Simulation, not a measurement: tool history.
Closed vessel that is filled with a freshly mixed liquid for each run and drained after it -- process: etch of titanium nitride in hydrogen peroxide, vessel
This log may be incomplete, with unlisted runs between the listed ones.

run  hour  temperature setpoint of the liquid (K)  concentration of hydrogen peroxide in the mixed liquid (% by weight)  time in the liquid (s)  thickness taken off the titanium nitride on a monitor wafer (nm)
  1   0.0                                  324.15                                                                  15.5                     350                                                           17.0360
  2   8.4                                  324.15                                                                  15.5                     260                                                           12.5840
  3  14.5                                  324.15                                                                  15.5                     260                                                           12.6840
  4  20.6                                  317.65                                                                  15.5                     260                                                            7.8665
  5  23.5                                  321.65                                                                  15.5                     260                                                           10.6510
  6  26.6                                  324.65                                                                  15.5                     260                                                           13.2780
  7  28.1                                  327.15                                                                  15.5                     260                                                           15.8110
  8  35.4                                  328.65                                                                  15.5                     260                                                           17.3640
  9  43.0                                  330.15                                                                  15.5                     260                                                           19.2520
 10  46.5                                  331.15                                                                  15.5                     260                                                           20.7990
     51.6  -- peroxide flow meter replaced
 11  51.6                                  331.65                                                                  15.5                     260                                                           21.1750

What does the tool deliver on the next run?
 12  54.0                                  332.15                                                                  15.5                     260                                                                 ?

{"run 12": {"thickness taken off the titanium nitride on a monitor wafer (nm)": 21.886}}

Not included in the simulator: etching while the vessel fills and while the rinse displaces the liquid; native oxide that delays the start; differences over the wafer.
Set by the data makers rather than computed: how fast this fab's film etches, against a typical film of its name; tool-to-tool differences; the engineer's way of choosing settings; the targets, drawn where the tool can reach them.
